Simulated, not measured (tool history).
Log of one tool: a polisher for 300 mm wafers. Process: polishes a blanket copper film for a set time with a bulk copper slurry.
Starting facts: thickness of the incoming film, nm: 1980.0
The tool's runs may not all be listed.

run  hour  flow of slurry (ml/min)  pressure of the wafer on the pad (kPa)  speed of the pad under the wafer (m/s)  abrasive content of the slurry  polishing time (s)  film removed (nm)
  1   0.0                      150                                    23.4                                    1.38                             1.0                  34             633.82
  2   3.4                      150                                    21.4                                    1.38                             1.0                  34             574.87
  3   6.5                      145                                    18.6                                    1.36                             1.0                  34             492.07
  4  13.1                      145                                    18.6                                    1.36                             1.0                  31             450.97
  5  18.7                      145                                    18.6                                    1.36                             1.0                  34             498.11
  6  26.6                      145                                    18.6                                    1.36                             1.2                  34             516.77
  7  32.2                      140                                    16.5                                    1.34                             1.2                  34             465.42
  8  38.7                      140                                    15.2                                    1.32                             1.2                  34             417.81
  9  44.7                      135                                    13.8                                    1.32                             1.2                  34             381.02
 10  51.2                      130                                    13.1                                    1.32                             1.2                  34             353.77
 11  55.4                      130                                    13.1                                    1.32                             1.2                  34             364.01
 12  57.7                      125                                    13.1                                    1.32                             1.2                  34             353.04
 13  61.7                      120                                    13.1                                    1.32                             1.2                  34             350.51
 14  65.4                      120                                    13.1                                    1.32                             1.2                  34             348.95
 15  69.1                      115                                    13.1                                    1.32                             1.2                  34             350.35

For run 16, what comes out?
 16  77.9                      110                                    13.1                                    1.32                             1.2                  34                  ?

Logged for run 16: film removed (nm) 337.02.
